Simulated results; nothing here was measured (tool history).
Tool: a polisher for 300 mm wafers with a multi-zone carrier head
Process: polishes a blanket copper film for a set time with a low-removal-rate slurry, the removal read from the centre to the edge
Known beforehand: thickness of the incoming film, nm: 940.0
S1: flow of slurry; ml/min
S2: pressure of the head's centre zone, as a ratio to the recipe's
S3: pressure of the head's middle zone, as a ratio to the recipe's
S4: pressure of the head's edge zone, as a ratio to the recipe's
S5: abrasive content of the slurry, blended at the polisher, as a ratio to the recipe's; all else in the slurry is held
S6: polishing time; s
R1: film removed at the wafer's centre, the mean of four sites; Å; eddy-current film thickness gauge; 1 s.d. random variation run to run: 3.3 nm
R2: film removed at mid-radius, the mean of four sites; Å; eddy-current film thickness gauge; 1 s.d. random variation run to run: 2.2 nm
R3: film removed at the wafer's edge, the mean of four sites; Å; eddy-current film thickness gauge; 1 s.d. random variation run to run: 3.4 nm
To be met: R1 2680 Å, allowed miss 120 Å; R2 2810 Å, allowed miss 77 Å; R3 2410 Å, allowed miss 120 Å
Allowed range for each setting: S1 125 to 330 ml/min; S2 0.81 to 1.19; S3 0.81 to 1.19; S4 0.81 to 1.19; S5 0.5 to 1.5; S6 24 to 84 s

Run 1, hour 0: S1 210 ml/min, S2 1, S3 1, S4 1, S5 1, S6 54 s. Result: R1 2435.1 Å, R2 2407.8 Å, R3 2448.3 Å.
Run 2, hour 3.2: S1 220 ml/min, S2 1.01, S3 1.02, S4 0.99, S5 1, S6 54 s. Result: R1 2485.2 Å, R2 2477.1 Å, R3 2426.2 Å.
Run 3, hour 5: S1 220 ml/min, S2 1.01, S3 0.99, S4 0.99, S5 1, S6 54 s. Result: R1 2440.6 Å, R2 2391.8 Å, R3 2439.6 Å.
Run 4, hour 11: S1 220 ml/min, S2 1.01, S3 1.02, S4 0.99, S5 1, S6 54 s. Result: R1 2427.9 Å, R2 2439.9 Å, R3 2458.2 Å.
Run 5, hour 16.6: S1 220 ml/min, S2 1.01, S3 1.02, S4 0.91, S5 1, S6 54 s. Result: R1 2435.9 Å, R2 2461.4 Å, R3 2286.9 Å.
Run 6, hour 23.4: S1 225 ml/min, S2 1.02, S3 1.03, S4 0.91, S5 1, S6 54 s. Result: R1 2482 Å, R2 2478.7 Å, R3 2331.7 Å.
Run 7, hour 26.8: S1 230 ml/min, S2 1.02, S3 1.05, S4 0.91, S5 1, S6 54 s. Result: R1 2472.7 Å, R2 2533.5 Å, R3 2312.7 Å.
Run 8, hour 29.4: S1 235 ml/min, S2 1.03, S3 1.06, S4 0.91, S5 1, S6 54 s. Result: R1 2502.2 Å, R2 2557.3 Å, R3 2325.9 Å.
Run 9, hour 34.3: S1 240 ml/min, S2 1.04, S3 1.07, S4 0.91, S5 1, S6 54 s. Result: R1 2549.9 Å, R2 2578.3 Å, R3 2339.6 Å.
Run 10, hour 35.7: S1 245 ml/min, S2 1.04, S3 1.08, S4 0.91, S5 1, S6 54 s. Result: R1 2517.2 Å, R2 2641.8 Å, R3 2364.3 Å.
Run 11, hour 37.5: S1 290 ml/min, S2 1.09, S3 1.11, S4 0.89, S5 1, S6 54 s. Result: R1 2672.7 Å, R2 2740.7 Å, R3 2373.2 Å.

Next run, 5 choices. One meets every target within its allowed miss, the rest don't. Which?
Run A, hour 39.3: S1 270 ml/min, S2 1.11, S3 1.16, S4 0.81, S5 1.1, S6 52 s. Result: R1 ?, R2 ?, R3 ?.
Run B, hour 39.3: S1 260 ml/min, S2 1.12, S3 1.08, S4 0.88, S5 0.85, S6 54 s. Result: R1 ?, R2 ?, R3 ?.
Run C, hour 39.3: S1 330 ml/min, S2 1.15, S3 1.11, S4 0.94, S5 1.15, S6 51 s. Result: R1 ?, R2 ?, R3 ?.
Run D, hour 39.3: S1 300 ml/min, S2 1.04, S3 1.08, S4 0.83, S5 0.85, S6 58 s. Result: R1 ?, R2 ?, R3 ?.
Run E, hour 39.3: S1 290 ml/min, S2 1.11, S3 1.15, S4 0.83, S5 0.95, S6 53 s. Result: R1 ?, R2 ?, R3 ?.

move      R1      R2      R3
   A  2634.3  2716.3    2233
   B  2625.3  2533.9  2300.2
   C  2729.1  2634.2  2395.7
   D    2709  2760.7  2432.1
   E  2638.9  2699.1  2255.7
A: misses by more than the last run did
B: misses by more than the last run did
C: misses by more than the last run did
D: in spec on every target
E: misses by more than the last run did
Correct choice: D, which meets every target

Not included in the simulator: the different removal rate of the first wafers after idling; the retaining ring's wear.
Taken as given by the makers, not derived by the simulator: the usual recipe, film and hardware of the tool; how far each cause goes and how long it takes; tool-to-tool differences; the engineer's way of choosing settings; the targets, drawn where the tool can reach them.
